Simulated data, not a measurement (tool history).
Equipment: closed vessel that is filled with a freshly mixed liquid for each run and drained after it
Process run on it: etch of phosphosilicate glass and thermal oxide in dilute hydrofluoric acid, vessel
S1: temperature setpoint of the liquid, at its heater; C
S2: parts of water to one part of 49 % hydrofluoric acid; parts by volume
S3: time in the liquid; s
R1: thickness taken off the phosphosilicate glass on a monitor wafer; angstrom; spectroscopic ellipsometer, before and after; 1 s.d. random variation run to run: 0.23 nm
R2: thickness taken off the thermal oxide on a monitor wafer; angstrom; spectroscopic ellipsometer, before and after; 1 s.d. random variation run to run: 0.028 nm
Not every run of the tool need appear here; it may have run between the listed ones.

run	day	S1	S2	S3	R1	R2
1	0	25	115	60	394.22	26.758
2	0.312	28	115	60	439.3	30.445
3	0.471	28	115	45	326.49	22.863
4	0.738	26	115	45	304.72	21.078
5	0.904	26	115	35	237.03	16.37
6	1.138	27	105	35	272.91	18.92

Run 7 comes next. What will it give?
7	1.212	28	95	35	?	?

R1: 319.41 angstrom
R2: 22.329 angstrom
